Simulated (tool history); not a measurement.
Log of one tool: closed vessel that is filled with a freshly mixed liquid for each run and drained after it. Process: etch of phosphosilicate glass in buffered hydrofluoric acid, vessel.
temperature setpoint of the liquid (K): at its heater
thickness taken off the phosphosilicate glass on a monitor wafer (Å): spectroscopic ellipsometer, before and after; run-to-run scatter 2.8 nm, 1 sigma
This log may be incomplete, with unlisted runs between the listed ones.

| run | day | temperature setpoint of the liquid (K) | parts of 40 % ammonium fluoride to one part of 49 % hydrofluoric acid (parts by volume) | time in the liquid (s) | thickness taken off the phosphosilicate glass on a monitor wafer (Å) |
|---|---|---|---|---|---|
| 1 | 0.000 | 295.15 | 14.0 | 30 | 1201.7 |
| 2 | 0.283 | 292.65 | 14.0 | 30 | 1040.0 |
| 3 | 0.496 | 296.15 | 14.0 | 30 | 1256.4 |
| 4 | 0.642 | 296.15 | 14.0 | 30 | 1260.3 |
| 5 | 0.783 | 296.15 | 10.5 | 30 | 1674.2 |
| 6 | 0.979 | 296.15 | 8.0 | 30 | 2135.4 |
| 7 | 1.333 | 297.65 | 8.0 | 30 | 2343.2 |

Predict the results of run 8:
| 8 | 1.458 | 298.65 | 8.0 | 30 | ? |

thickness taken off the phosphosilicate glass on a monitor wafer (Å): 2454.7

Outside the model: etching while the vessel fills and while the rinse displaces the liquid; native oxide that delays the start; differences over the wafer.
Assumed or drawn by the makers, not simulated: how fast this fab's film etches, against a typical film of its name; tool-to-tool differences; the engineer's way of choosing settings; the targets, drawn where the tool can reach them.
